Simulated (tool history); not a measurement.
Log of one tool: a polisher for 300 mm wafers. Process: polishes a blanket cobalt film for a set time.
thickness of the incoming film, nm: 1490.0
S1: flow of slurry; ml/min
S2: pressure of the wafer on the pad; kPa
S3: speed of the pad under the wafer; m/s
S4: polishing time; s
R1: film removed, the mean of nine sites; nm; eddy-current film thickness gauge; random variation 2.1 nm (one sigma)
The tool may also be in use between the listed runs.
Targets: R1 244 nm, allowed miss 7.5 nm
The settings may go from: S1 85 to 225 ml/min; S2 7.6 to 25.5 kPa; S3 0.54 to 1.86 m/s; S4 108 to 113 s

| run | hour | S1 | S2 | S3 | S4 | R1 |
|---|---|---|---|---|---|---|
| 1 | 0 | 145 | 16.5 | 1.18 | 108 | 610.98 |
| 2 | 5.3 | 140 | 15.2 | 1.12 | 108 | 527.98 |
| 3 | 7.9 | 135 | 13.8 | 1.06 | 108 | 451.88 |
| 4 | 14.4 | 135 | 13.8 | 1.06 | 113 | 474.54 |
| 5 | 18.1 | 150 | 13.8 | 1.06 | 113 | 476.3 |
| 6 | 22.1 | 170 | 13.8 | 1.06 | 113 | 489.73 |
| 7 | 29.9 | 170 | 12.4 | 1.02 | 113 | 431.22 |
|  | 30.7 | worn pad replaced by a new one |
| 8 | 30.7 | 170 | 11.7 | 0.98 | 113 | 421.74 |
| 9 | 35.4 | 135 | 7.6 | 0.64 | 111 | 172.38 |
| 10 | 43.4 | 175 | 9 | 0.64 | 111 | 212.43 |

Which of these 5 next moves meets every target?
| A | 51.4 | 195 | 8.3 | 0.74 | 109 | ? |
| B | 51.4 | 180 | 10.3 | 0.6 | 113 | ? |
| C | 51.4 | 170 | 9 | 0.68 | 110 | ? |
| D | 51.4 | 160 | 11.7 | 0.58 | 109 | ? |
| E | 51.4 | 145 | 9 | 0.68 | 113 | ? |

| move | R1 |
|---|---|
| A | 224.31 |
| B | 233.18 |
| C | 221.42 |
| D | 241.77 |
| E | 222.53 |
A: nearer than the last run, and not there yet
B: nearer than the last run, and not there yet
C: nearer than the last run, and not there yet
D: meets every target
E: nearer than the last run, and not there yet
Move D is the one to make.
